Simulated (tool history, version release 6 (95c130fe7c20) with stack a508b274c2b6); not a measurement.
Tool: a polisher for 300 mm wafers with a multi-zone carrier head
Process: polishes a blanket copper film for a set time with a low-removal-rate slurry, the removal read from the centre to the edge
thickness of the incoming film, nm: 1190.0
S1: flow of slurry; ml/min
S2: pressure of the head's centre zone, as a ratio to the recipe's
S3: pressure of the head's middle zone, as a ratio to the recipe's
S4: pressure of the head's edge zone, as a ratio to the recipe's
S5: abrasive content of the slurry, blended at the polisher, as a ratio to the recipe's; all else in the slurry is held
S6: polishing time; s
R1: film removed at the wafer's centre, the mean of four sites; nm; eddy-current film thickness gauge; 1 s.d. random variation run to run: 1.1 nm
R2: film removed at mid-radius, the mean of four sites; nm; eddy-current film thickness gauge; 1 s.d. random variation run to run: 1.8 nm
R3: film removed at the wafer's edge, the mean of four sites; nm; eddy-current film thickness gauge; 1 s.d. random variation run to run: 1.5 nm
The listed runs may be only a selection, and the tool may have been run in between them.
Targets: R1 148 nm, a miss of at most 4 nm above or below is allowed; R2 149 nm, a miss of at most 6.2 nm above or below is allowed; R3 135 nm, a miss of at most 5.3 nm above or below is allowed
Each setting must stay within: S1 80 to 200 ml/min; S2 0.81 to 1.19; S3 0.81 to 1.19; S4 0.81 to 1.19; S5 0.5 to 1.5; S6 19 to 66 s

run,hour,S1,S2,S3,S4,S5,S6,R1,R2,R3
1,0,130,1,1,1,1,42,175.61,172.4,171.23
2,6.8,125,1,1,0.96,0.9,42,169.38,168.51,164.86
3,10.7,145,1,1,0.96,0.9,42,172.88,171.03,168.5
4,14,135,1.01,1.01,0.92,0.8,41,163.26,160.29,154.43
5,16.3,125,1.01,1.01,0.89,0.8,41,161.54,155.83,147.44
6,19.9,125,1.01,1.01,0.89,0.7,41,153.66,150.5,144.58
7,22.8,120,1.01,1.02,0.88,0.7,41,153.62,153.83,143.67
8,24.6,115,1.01,1.02,0.87,0.7,41,152.22,149.88,142.13
9,25.2,115,1.01,1.03,0.86,0.7,41,153.17,153.68,142.97
10,27.8,110,1.01,1.03,0.85,0.7,41,149.68,152.95,137.64

Of the 4 settings listed for the next run, only one would bring every result within its allowed miss of target. Which one?
A,30.4,80,1.01,1.03,0.81,1.2,37,?,?,?
B,30.4,100,1.04,1,0.87,0.55,45,?,?,?
C,30.4,110,0.98,1.06,0.87,0.75,41,?,?,?
D,30.4,130,0.98,0.98,0.98,0.5,44,?,?,?

move,R1,R2,R3
A,146.67,150.37,138.24
B,156.33,150.99,144.93
C,149.21,160.03,145.29
D,147.66,147.69,150.11
A: each result inside its tolerance
B: puts the biggest miss on target and leaves a different result outside tolerance
C: the biggest miss grows against the last run
D: puts the biggest miss on target and leaves a different result outside tolerance
A is the move that brings every result within its allowed miss.
